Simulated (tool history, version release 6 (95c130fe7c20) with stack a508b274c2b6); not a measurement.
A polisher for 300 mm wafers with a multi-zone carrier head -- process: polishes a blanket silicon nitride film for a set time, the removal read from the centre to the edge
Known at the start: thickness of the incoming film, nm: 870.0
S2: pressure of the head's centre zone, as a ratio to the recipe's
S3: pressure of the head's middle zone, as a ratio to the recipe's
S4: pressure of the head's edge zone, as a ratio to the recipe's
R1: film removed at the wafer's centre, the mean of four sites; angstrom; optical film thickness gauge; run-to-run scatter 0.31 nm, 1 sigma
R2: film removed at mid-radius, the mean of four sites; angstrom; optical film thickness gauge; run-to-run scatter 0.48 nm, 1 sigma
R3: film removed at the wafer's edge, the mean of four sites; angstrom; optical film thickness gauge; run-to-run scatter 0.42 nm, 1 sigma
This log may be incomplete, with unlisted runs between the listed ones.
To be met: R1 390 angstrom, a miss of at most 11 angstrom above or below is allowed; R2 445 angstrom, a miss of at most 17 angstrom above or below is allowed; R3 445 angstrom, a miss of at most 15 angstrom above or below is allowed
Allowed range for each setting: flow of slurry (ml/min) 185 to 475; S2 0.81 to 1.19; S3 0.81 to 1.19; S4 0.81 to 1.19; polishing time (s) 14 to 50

run 1 hour=0 | flow_of_slurry_(ml/min)=305 S2=1 S3=1 S4=1 polishing_time_(s)=32 | R1=557.21 R2=529.21 R3=524.63
run 2 hour=7.9 | flow_of_slurry_(ml/min)=230 S2=1 S3=1 S4=1 polishing_time_(s)=32 | R1=535.07 R2=512.36 R3=508.66
run 3 hour=8.6 | flow_of_slurry_(ml/min)=230 S2=1 S3=1.05 S4=1 polishing_time_(s)=32 | R1=536.43 R2=539.46 R3=511.08
run 4 hour=13.3 | flow_of_slurry_(ml/min)=230 S2=1 S3=1.13 S4=1 polishing_time_(s)=32 | R1=532.98 R2=557.82 R3=515.5
run 5 hour=20.3 | flow_of_slurry_(ml/min)=230 S2=1.05 S3=1.13 S4=1 polishing_time_(s)=32 | R1=555.99 R2=572.1 R3=506.21
run 6 hour=29.3 | flow_of_slurry_(ml/min)=230 S2=1.12 S3=1.13 S4=1 polishing_time_(s)=32 | R1=589.42 R2=561.35 R3=513.09
run 7 hour=31.8 | flow_of_slurry_(ml/min)=225 S2=1.06 S3=1.11 S4=1.02 polishing_time_(s)=31 | R1=538.85 R2=534.6 R3=496.34
run 8 hour=35.5 | flow_of_slurry_(ml/min)=220 S2=1.01 S3=1.1 S4=1.04 polishing_time_(s)=30 | R1=497.25 R2=510.66 R3=477.34
run 9 hour=39.5 | flow_of_slurry_(ml/min)=215 S2=0.97 S3=1.09 S4=1.06 polishing_time_(s)=30 | R1=478.16 R2=512.44 R3=483.36
run 10 hour=42.9 | flow_of_slurry_(ml/min)=210 S2=0.94 S3=1.07 S4=1.07 polishing_time_(s)=29 | R1=452.31 R2=487.95 R3=465.77
run 11 hour=43.9 | flow_of_slurry_(ml/min)=205 S2=0.92 S3=1.06 S4=1.08 polishing_time_(s)=29 | R1=429.61 R2=481.84 R3=468.19

Pick the move, out of 4, that brings all results within their allowed miss; only one does.
run A hour=44.9 | flow_of_slurry_(ml/min)=205 S2=0.92 S3=1.15 S4=1.07 polishing_time_(s)=30 | R1=? R2=? R3=?
run B hour=44.9 | flow_of_slurry_(ml/min)=185 S2=0.93 S3=1.14 S4=1.16 polishing_time_(s)=30 | R1=? R2=? R3=?
run C hour=44.9 | flow_of_slurry_(ml/min)=195 S2=0.9 S3=1.06 S4=1.16 polishing_time_(s)=27 | R1=? R2=? R3=?
run D hour=44.9 | flow_of_slurry_(ml/min)=240 S2=0.88 S3=1.17 S4=1.04 polishing_time_(s)=26 | R1=? R2=? R3=?

move=A R1=447.63 R2=529.03 R3=487.14
move=B R1=443.03 R2=515.24 R3=495.69
move=C R1=389.89 R2=440.48 R3=449.88
move=D R1=381.3 R2=476.95 R3=425.36
A: further off than the last run
B: further off than the last run
C: every result within its allowed miss
D: meets the target for the result that was furthest off, but another lies outside its allowed miss
So the answer is move C, the one that meets all the targets.
